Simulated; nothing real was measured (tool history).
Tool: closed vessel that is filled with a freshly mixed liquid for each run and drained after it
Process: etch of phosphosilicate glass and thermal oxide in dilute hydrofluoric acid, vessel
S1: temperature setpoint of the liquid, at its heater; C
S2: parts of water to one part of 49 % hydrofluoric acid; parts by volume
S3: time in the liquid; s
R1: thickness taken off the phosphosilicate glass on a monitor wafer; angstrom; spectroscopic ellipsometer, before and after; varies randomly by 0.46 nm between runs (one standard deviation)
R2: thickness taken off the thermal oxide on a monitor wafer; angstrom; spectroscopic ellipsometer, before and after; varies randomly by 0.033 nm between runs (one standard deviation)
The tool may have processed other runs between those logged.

{"run": 1, "hour": 0.0, "S1": 22, "S2": 50, "S3": 60, "R1": 730.22, "R2": 58.738}
{"run": 2, "hour": 6.6, "S1": 20, "S2": 50, "S3": 60, "R1": 685.21, "R2": 53.408}
{"run": 3, "hour": 13.1, "S1": 20, "S2": 50, "S3": 80, "R1": 906.37, "R2": 71.955}
{"run": 4, "hour": 16.7, "S1": 20, "S2": 50, "S3": 100, "R1": 1098.4, "R2": 89.822}
{"run": 5, "hour": 20.0, "S1": 20, "S2": 50, "S3": 110, "R1": 1241, "R2": 98.707}
{"run": 6, "hour": 29.1, "S1": 20, "S2": 65, "S3": 110, "R1": 921.8, "R2": 74.993}
{"run": 7, "hour": 34.7, "S1": 19.5, "S2": 70, "S3": 110, "R1": 853.54, "R2": 67.27}
{"run": 8, "hour": 36.1, "S1": 19.5, "S2": 70, "S3": 110, "R1": 844.52, "R2": 67.738}

The next listed run, before its measurement:
{"run": 9, "hour": 44.9, "S1": 19, "S2": 75, "S3": 110, "R1": "?", "R2": "?"}

Run 9 produced R1 769.87 angstrom, R2 62.089 angstrom.
